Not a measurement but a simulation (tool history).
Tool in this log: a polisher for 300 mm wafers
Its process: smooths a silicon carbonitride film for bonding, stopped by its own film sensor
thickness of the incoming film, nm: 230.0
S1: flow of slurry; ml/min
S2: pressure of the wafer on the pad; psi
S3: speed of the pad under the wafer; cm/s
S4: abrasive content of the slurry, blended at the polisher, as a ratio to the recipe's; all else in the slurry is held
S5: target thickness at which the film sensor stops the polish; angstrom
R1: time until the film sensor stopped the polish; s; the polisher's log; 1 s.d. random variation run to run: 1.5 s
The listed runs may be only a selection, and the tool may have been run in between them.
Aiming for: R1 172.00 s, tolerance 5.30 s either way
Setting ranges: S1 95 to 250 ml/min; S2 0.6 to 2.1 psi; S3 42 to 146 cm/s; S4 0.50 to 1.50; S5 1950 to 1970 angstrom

Run 1, hour 0.0: S1 160 ml/min, S2 1.3 psi, S3 94 cm/s, S4 1.00, S5 1970 angstrom. Result: R1 255.20 s.
Run 2, hour 8.8: S1 125 ml/min, S2 1.3 psi, S3 94 cm/s, S4 1.00, S5 1970 angstrom. Result: R1 270.20 s.
Run 3, hour 10.8: S1 125 ml/min, S2 1.3 psi, S3 116 cm/s, S4 1.00, S5 1970 angstrom. Result: R1 231.38 s.
Run 4, hour 17.4: S1 135 ml/min, S2 1.3 psi, S3 116 cm/s, S4 1.00, S5 1970 angstrom. Result: R1 224.55 s.
Run 5, hour 24.7: S1 135 ml/min, S2 1.3 psi, S3 102 cm/s, S4 1.00, S5 1970 angstrom. Result: R1 249.49 s.
Run 6, hour 26.7: S1 135 ml/min, S2 1.3 psi, S3 102 cm/s, S4 1.00, S5 1970 angstrom. Result: R1 247.99 s.
Run 7, hour 32.5: S1 140 ml/min, S2 1.3 psi, S3 102 cm/s, S4 1.00, S5 1970 angstrom. Result: R1 250.87 s.
Run 8, hour 39.0: S1 145 ml/min, S2 1.3 psi, S3 102 cm/s, S4 1.00, S5 1970 angstrom. Result: R1 243.55 s.
Run 9, hour 43.0: S1 155 ml/min, S2 1.3 psi, S3 102 cm/s, S4 1.00, S5 1970 angstrom. Result: R1 244.77 s.
Run 10, hour 44.0: S1 160 ml/min, S2 1.3 psi, S3 102 cm/s, S4 1.00, S5 1970 angstrom. Result: R1 242.28 s.
Run 11, hour 45.0: S1 165 ml/min, S2 1.3 psi, S3 102 cm/s, S4 1.00, S5 1970 angstrom. Result: R1 244.05 s.
Run 12, hour 52.6: S1 170 ml/min, S2 1.6 psi, S3 102 cm/s, S4 1.00, S5 1970 angstrom. Result: R1 212.96 s.
Run 13, hour 57.0: S1 180 ml/min, S2 1.9 psi, S3 104 cm/s, S4 1.00, S5 1970 angstrom. Result: R1 182.85 s.

Consider the 4 candidate settings below. Which is the only one whose results all fall within their allowed miss of target?
Run A, hour 61.4: S1 200 ml/min, S2 1.9 psi, S3 108 cm/s, S4 1.00, S5 1950 angstrom. Result: R1 ?.
Run B, hour 61.4: S1 180 ml/min, S2 1.9 psi, S3 112 cm/s, S4 1.15, S5 1970 angstrom. Result: R1 ?.
Run C, hour 61.4: S1 190 ml/min, S2 2.1 psi, S3 118 cm/s, S4 0.85, S5 1960 angstrom. Result: R1 ?.
Run D, hour 61.4: S1 200 ml/min, S2 2.0 psi, S3 116 cm/s, S4 1.05, S5 1970 angstrom. Result: R1 ?.

move      R1
   A  187.56
   B  164.66
   C  173.57
   D  158.69
A: lands further from the targets than the last run did
B: carries the result that was furthest off beyond its target, to the other side
C: meets every target
D: carries the result that was furthest off beyond its target, to the other side
C is the move that brings every result within its allowed miss.
